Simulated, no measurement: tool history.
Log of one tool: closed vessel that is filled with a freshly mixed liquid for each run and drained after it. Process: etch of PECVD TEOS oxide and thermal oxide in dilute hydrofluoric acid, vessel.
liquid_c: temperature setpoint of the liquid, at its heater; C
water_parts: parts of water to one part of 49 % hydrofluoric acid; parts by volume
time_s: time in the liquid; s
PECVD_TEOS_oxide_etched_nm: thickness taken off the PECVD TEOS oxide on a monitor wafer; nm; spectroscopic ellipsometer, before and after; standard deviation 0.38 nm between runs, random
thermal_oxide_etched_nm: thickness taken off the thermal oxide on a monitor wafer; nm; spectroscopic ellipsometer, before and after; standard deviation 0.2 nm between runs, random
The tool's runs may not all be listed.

run 1 hour=0 | liquid_c=23 water_parts=140 time_s=405 | PECVD_TEOS_oxide_etched_nm=36.089 thermal_oxide_etched_nm=13.562
run 2 hour=7.3 | liquid_c=25 water_parts=125 time_s=405 | PECVD_TEOS_oxide_etched_nm=44.258 thermal_oxide_etched_nm=16.716
run 3 hour=11.7 | liquid_c=25 water_parts=125 time_s=505 | PECVD_TEOS_oxide_etched_nm=55.732 thermal_oxide_etched_nm=20.871
run 4 hour=15.8 | liquid_c=27.5 water_parts=125 time_s=505 | PECVD_TEOS_oxide_etched_nm=60.997 thermal_oxide_etched_nm=22.942
run 5 hour=18.4 | liquid_c=27.5 water_parts=125 time_s=655 | PECVD_TEOS_oxide_etched_nm=79.512 thermal_oxide_etched_nm=29.582
run 6 hour=27.8 | liquid_c=27.5 water_parts=170 time_s=655 | PECVD_TEOS_oxide_etched_nm=54.566 thermal_oxide_etched_nm=20.719
run 7 hour=34.9 | liquid_c=28.5 water_parts=160 time_s=655 | PECVD_TEOS_oxide_etched_nm=61.279 thermal_oxide_etched_nm=22.799

Run 8 comes next. What will it give?
run 8 hour=36.9 | liquid_c=29 water_parts=155 time_s=655 | PECVD_TEOS_oxide_etched_nm=? thermal_oxide_etched_nm=?

PECVD_TEOS_oxide_etched_nm: 64.597 nm
thermal_oxide_etched_nm: 24.662 nm
